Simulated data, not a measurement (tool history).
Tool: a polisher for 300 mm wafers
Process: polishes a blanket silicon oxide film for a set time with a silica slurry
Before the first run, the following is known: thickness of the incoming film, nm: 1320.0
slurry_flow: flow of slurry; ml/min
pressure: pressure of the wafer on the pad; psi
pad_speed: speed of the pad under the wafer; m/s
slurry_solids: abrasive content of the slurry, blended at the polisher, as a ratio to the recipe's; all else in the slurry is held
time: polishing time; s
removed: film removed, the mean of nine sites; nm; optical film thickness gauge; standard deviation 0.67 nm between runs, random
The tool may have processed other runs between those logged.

run,hour,slurry_flow,pressure,pad_speed,slurry_solids,time,removed
1,0,265,5.3,0.96,1,27,84.591
2,4.5,265,5,0.96,1,27,82.991
3,9.4,265,6,0.96,1,27,96.865
4,15.1,240,6,0.96,1,27,95.085
5,18.2,210,6,0.96,1,27,95.62
6,21.1,210,5.6,0.96,1,27,89.947
7,25.3,210,5.6,0.96,1,27,88.077
8,29.3,210,5.3,0.96,1,27,83.404
9,35.5,210,5,0.96,1,27,79.857
10,42.4,210,4.7,0.96,1,27,74.087
11,46.5,210,4.5,0.96,1,27,71.518
12,54.5,210,4.3,0.96,1,27,68.372
13,60.1,210,4.2,0.96,1,27,66.947
14,65.8,210,4.1,0.96,1,27,66.151

Run 15 is up next; what results do you expect?
15,70.5,210,4,0.96,1,27,?

{"run 15": {"removed": 65.44}}

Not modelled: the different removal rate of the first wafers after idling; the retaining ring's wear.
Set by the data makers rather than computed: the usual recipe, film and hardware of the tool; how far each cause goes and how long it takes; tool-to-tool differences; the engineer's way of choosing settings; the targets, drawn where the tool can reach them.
